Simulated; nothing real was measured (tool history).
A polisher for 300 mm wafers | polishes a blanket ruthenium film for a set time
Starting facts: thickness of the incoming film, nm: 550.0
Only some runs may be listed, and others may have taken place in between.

run,hour,flow of slurry (ml/min),pressure of the wafer on the pad (psi),speed of the pad under the wafer (m/s),polishing time (s),film removed (angstrom)
1,0.0,185,1.4,0.80,51,268.38
2,4.2,180,1.3,0.80,51,248.22
3,6.5,175,1.2,0.80,51,230.85
4,9.4,175,1.2,0.80,46,207.45
5,13.4,165,1.2,0.80,46,202.72
6,21.4,160,1.2,0.80,46,204.67
7,25.1,150,1.2,0.80,46,204.85
8,29.0,145,1.2,0.80,46,202.22
9,31.4,125,1.1,0.80,46,176.74

The next listed run, before its measurement:
10,33.9,135,1.1,0.80,46,?

{"run 10": {"film removed (angstrom)": 180.36}}
